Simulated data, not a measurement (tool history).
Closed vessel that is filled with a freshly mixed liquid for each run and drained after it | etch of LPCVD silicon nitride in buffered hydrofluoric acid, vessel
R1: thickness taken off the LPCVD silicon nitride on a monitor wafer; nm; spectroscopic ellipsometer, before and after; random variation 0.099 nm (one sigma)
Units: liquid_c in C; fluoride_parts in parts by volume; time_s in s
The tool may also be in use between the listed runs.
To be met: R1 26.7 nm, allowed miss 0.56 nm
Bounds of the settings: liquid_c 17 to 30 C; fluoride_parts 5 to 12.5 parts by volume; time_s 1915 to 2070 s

run 1 hour=0 | liquid_c=22 fluoride_parts=7.5 time_s=1915 | R1=37.409
run 2 hour=3.8 | liquid_c=21 fluoride_parts=7.5 time_s=1915 | R1=34.879
run 3 hour=12 | liquid_c=22.5 fluoride_parts=7.5 time_s=1915 | R1=38.2
run 4 hour=17.7 | liquid_c=21.5 fluoride_parts=7.5 time_s=1915 | R1=36.13
run 5 hour=24.6 | liquid_c=21.5 fluoride_parts=7.5 time_s=2070 | R1=38.797
run 6 hour=29.6 | liquid_c=20.5 fluoride_parts=7.5 time_s=2070 | R1=36.745
run 7 hour=30.4 | liquid_c=20 fluoride_parts=7.5 time_s=2070 | R1=35.676
run 8 hour=36.7 | liquid_c=19.5 fluoride_parts=7.5 time_s=2070 | R1=35.069
run 9 hour=44.2 | liquid_c=19 fluoride_parts=7.5 time_s=2070 | R1=33.804
run 10 hour=47.4 | liquid_c=18.5 fluoride_parts=7.5 time_s=2070 | R1=33.03
run 11 hour=48.5 | liquid_c=18 fluoride_parts=7.5 time_s=2070 | R1=32.115
run 12 hour=52.6 | liquid_c=17.5 fluoride_parts=8 time_s=2070 | R1=29.381

Which of these 4 next moves meets every target?
run A hour=56.7 | liquid_c=17.5 fluoride_parts=9 time_s=2050 | R1=?
run B hour=56.7 | liquid_c=19 fluoride_parts=8 time_s=2020 | R1=?
run C hour=56.7 | liquid_c=18.5 fluoride_parts=9 time_s=2015 | R1=?
run D hour=56.7 | liquid_c=23.5 fluoride_parts=9.5 time_s=1945 | R1=?

move=A R1=25.418
move=B R1=30.974
move=C R1=26.441
move=D R1=31.781
A: takes the result that was furthest off past its target
B: further off than the last run
C: meets every target
D: further off than the last run
Move C is the one to make.

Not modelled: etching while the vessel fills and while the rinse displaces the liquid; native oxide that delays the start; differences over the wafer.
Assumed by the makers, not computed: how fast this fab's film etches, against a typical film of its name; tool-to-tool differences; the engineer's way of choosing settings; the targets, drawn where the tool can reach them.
